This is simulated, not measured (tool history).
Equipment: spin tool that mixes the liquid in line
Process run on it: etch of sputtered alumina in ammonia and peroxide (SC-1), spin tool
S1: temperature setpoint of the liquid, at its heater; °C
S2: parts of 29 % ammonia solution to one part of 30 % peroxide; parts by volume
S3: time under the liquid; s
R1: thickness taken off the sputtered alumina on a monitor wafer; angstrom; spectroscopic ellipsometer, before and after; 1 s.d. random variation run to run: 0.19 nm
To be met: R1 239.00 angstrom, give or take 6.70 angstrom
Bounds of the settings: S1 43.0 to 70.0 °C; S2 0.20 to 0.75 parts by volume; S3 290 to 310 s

run	day	S1	S2	S3	R1
1	0.000	59.0	0.45	290	162.21
2	0.371	61.5	0.45	290	185.41
3	0.479	61.5	0.35	290	179.05
4	0.838	61.5	0.35	310	192.16
5	1.200	63.0	0.35	310	209.02
6	1.388	64.0	0.35	310	216.36
7	1.708	64.5	0.35	310	221.88
8	1.946	65.0	0.35	310	231.09

Below are 5 possible settings for the next run. Only one of them brings all results inside the allowed miss of their targets. Which is it?
A	2.183	66.0	0.35	305	?
B	2.183	64.5	0.35	310	?
C	2.183	63.5	0.40	310	?
D	2.183	65.0	0.25	310	?
E	2.183	66.0	0.30	295	?

move	R1
A	235.10
B	221.83
C	213.70
D	220.30
E	224.10
A: every result lands within tolerance
B: moves away from the targets compared with the last run
C: moves away from the targets compared with the last run
D: moves away from the targets compared with the last run
E: moves away from the targets compared with the last run
A is the move that brings every result within its allowed miss.
